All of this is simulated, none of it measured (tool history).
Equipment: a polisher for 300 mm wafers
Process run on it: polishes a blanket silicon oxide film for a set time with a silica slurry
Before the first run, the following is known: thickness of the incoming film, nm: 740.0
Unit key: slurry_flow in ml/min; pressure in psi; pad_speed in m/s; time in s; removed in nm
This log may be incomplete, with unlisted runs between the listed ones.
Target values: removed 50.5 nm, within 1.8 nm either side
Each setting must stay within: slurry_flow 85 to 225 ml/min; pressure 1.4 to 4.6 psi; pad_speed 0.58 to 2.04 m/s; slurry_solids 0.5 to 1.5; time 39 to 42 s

run 1 hour=0 | slurry_flow=145 pressure=3 pad_speed=1.3 slurry_solids=1 time=39 | removed=88.929
run 2 hour=4.3 | slurry_flow=145 pressure=3 pad_speed=1.48 slurry_solids=1 time=39 | removed=98.205
run 3 hour=7.8 | slurry_flow=140 pressure=2.6 pad_speed=1.44 slurry_solids=1 time=39 | removed=82.444
run 4 hour=10.7 | slurry_flow=140 pressure=2.6 pad_speed=1.66 slurry_solids=1 time=39 | removed=90.973
run 5 hour=13.4 | slurry_flow=135 pressure=2.3 pad_speed=1.6 slurry_solids=1 time=39 | removed=78.376
run 6 hour=19 | slurry_flow=165 pressure=2.3 pad_speed=1.6 slurry_solids=1 time=39 | removed=81.082
run 7 hour=19.7 | slurry_flow=165 pressure=2.1 pad_speed=1.54 slurry_solids=1 time=39 | removed=72.327
run 8 hour=24.2 | slurry_flow=165 pressure=1.9 pad_speed=1.5 slurry_solids=1 time=39 | removed=64.997
run 9 hour=27.1 | slurry_flow=165 pressure=1.8 pad_speed=1.48 slurry_solids=1 time=39 | removed=60.555
run 10 hour=32.5 | slurry_flow=160 pressure=1.7 pad_speed=1.48 slurry_solids=1 time=39 | removed=57.802
run 11 hour=36.1 | slurry_flow=155 pressure=1.6 pad_speed=1.48 slurry_solids=1 time=39 | removed=53.801

Exactly one of the 5 candidate moves below puts every result within its allowed miss. Which one?
run A hour=39.7 | slurry_flow=140 pressure=1.7 pad_speed=1.32 slurry_solids=1.1 time=41 | removed=?
run B hour=39.7 | slurry_flow=130 pressure=1.6 pad_speed=1.28 slurry_solids=0.95 time=39 | removed=?
run C hour=39.7 | slurry_flow=165 pressure=1.7 pad_speed=1.4 slurry_solids=1 time=41 | removed=?
run D hour=39.7 | slurry_flow=175 pressure=1.9 pad_speed=1.32 slurry_solids=0.85 time=40 | removed=?
run E hour=39.7 | slurry_flow=110 pressure=1.5 pad_speed=1.56 slurry_solids=1.05 time=39 | removed=?

move=A removed=56.684
move=B removed=45.81
move=C removed=57.997
move=D removed=56.07
move=E removed=50.012
A: moves away from the targets compared with the last run
B: takes the result that was furthest off past its target
C: moves away from the targets compared with the last run
D: moves away from the targets compared with the last run
E: in spec on every target
The move that meets every target is E.
